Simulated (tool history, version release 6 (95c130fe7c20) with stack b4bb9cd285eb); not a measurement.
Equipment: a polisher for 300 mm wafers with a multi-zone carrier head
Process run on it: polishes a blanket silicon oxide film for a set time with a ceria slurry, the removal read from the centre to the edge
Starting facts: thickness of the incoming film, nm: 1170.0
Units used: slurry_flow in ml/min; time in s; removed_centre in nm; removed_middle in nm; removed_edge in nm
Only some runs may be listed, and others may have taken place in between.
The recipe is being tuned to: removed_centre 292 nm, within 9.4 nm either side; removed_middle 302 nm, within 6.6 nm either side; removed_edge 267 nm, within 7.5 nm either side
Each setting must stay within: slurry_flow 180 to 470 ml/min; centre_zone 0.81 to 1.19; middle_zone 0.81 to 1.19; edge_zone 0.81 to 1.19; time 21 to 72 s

run	day	slurry_flow	centre_zone	middle_zone	edge_zone	time	removed_centre	removed_middle	removed_edge
1	0	300	1	1	1	46	203.41	210.12	197.86
2	0.262	300	1	1	1.06	46	204.17	210.6	200.46
3	0.442	310	1.02	1.03	1.08	50	226.05	233.39	220.92
4	0.771	310	1.02	0.96	1.08	50	225.83	220.73	225.56
5	1.025	250	1.02	0.96	1.08	50	218.31	215.25	218.76
6	1.133	290	1.04	1.02	1.1	52	237.11	238.07	234.11
7	1.317	325	1.06	1.07	1.11	53	246.22	257.08	238.83
8	1.392	345	1.09	1.1	1.12	54	260.09	269.24	245.69
9	1.746	360	1.11	1.12	1.14	55	265.73	278.29	253.75
10	1.854	365	1.13	1.14	1.15	56	284.93	285.48	254.53
11	2.142	375	1.13	1.15	1.16	56	279.36	292.35	257.75
12	2.404	380	1.14	1.15	1.17	56	280.97	289.38	257.87
13	2.621	385	1.14	1.16	1.17	56	281.44	293.82	261.65
14	2.992	385	1.14	1.16	1.17	56	278.19	294.66	263.5
# day 3.283: edge zone pressure recalibrated
15	3.283	390	1.15	1.17	1.17	56	283.56	293.98	279.59
16	3.517	390	1.15	1.17	1.17	56	285.04	294.16	278.84
17	3.712	370	1.15	1.17	1.17	56	279.24	294.02	276.65
18	3.858	385	1.15	1.17	1.16	56	287.74	296.02	277.98
19	4.038	385	1.14	1.16	1.16	57	288.6	298.25	280.25
20	4.338	360	1.15	1.17	1.17	57	289.61	299.09	281.35
21	4.646	380	1.15	1.16	1.16	57	287.4	297.8	284.23
22	4.992	400	1.14	1.14	1.17	57	286.28	293.05	283.34
23	5.054	380	1.14	1.15	1.16	57	289.48	294.04	286.11
24	5.404	330	1.15	1.16	1.17	57	284.42	292.63	279.97
25	5.483	360	1.14	1.16	1.14	57	285.55	295.88	277.27
26	5.708	395	1.13	1.15	1.16	57	285.97	296.07	285.54

5 next moves are on the table. One of them brings every result within its allowed miss. Which?
A	5.933	350	1.15	1.1	1.19	58	?	?	?
B	5.933	420	1.11	1.13	1.12	59	?	?	?
C	5.933	405	1.16	1.17	1.07	57	?	?	?
D	5.933	460	1.11	1.13	1.14	58	?	?	?
E	5.933	245	1.16	1.11	1.13	60	?	?	?

move	removed_centre	removed_middle	removed_edge
A	291.46	288.88	288.68
B	293.19	304.58	287.72
C	292.32	301.53	270.93
D	290.2	301.29	286.81
E	290.62	289.32	282.13
A: lands further from the targets than the last run did
B: lands further from the targets than the last run did
C: hits every target within its allowed miss
D: lands further from the targets than the last run did
E: gains on the last run, yet a result remains outside its allowed miss
So the answer is move C, the one that meets all the targets.

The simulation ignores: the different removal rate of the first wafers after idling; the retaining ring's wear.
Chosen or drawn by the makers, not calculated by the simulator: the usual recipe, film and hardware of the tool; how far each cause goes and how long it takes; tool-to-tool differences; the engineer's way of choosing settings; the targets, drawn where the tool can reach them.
